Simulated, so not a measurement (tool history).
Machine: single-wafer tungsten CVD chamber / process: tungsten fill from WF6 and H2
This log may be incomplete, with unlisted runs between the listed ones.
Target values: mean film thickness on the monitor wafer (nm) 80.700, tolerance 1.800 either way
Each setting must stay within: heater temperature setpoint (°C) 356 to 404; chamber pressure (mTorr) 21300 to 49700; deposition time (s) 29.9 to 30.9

run	day	heater temperature setpoint (°C)	chamber pressure (mTorr)	deposition time (s)	mean film thickness on the monitor wafer (nm)
1	0.000	380	35500	29.9	62.052
2	0.342	382	35600	29.9	64.721
3	0.538	382	35600	29.9	64.820
4	0.712	386	35600	29.9	71.225
5	0.979	386	35600	30.9	73.884
6	1.146	396	35600	30.9	91.593
7	1.512	395	35600	30.9	89.869
8	1.862	394	35600	30.9	87.785
9	1.992	393	35600	30.9	85.838
10	2.317	389	35500	30.9	78.666

Which of these 4 next moves meets every target?
A	2.642	391	32800	30.1	?
B	2.642	393	35600	30.9	?
C	2.642	391	39500	30.9	?
D	2.642	388	38600	30.9	?

move	mean film thickness on the monitor wafer (nm)
A	76.200
B	85.449
C	86.578
D	80.093
A: the biggest miss grows against the last run
B: the result that was furthest off in the last run now lies on the other side of its target
C: the result that was furthest off in the last run now lies on the other side of its target
D: every result lands within tolerance
The right move is D.

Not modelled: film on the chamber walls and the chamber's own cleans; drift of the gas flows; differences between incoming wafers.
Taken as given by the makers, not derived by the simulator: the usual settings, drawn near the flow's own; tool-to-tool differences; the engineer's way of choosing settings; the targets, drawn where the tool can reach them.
